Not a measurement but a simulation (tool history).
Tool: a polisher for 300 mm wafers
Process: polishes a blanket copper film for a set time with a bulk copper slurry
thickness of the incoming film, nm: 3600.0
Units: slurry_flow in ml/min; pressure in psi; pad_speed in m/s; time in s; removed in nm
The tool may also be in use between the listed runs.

run	hour	slurry_flow	pressure	pad_speed	slurry_solids	time	removed
1	0.0	270	2.9	1.36	1.0	66	999.93
2	4.4	270	2.9	1.36	1.0	69	1054.50
3	6.0	205	2.9	1.36	1.0	69	1039.60
4	14.1	205	2.7	1.36	1.0	69	917.45
5	17.6	205	2.6	1.36	1.0	69	904.00
6	21.5	205	2.6	1.36	1.1	69	916.76
7	23.8	205	2.5	1.36	1.1	69	899.90
8	29.0	205	2.4	1.36	1.1	69	860.70

Forecast run 9:
9	36.3	205	2.0	1.34	1.1	69	?

{"run 9": {"removed": 710.02}}
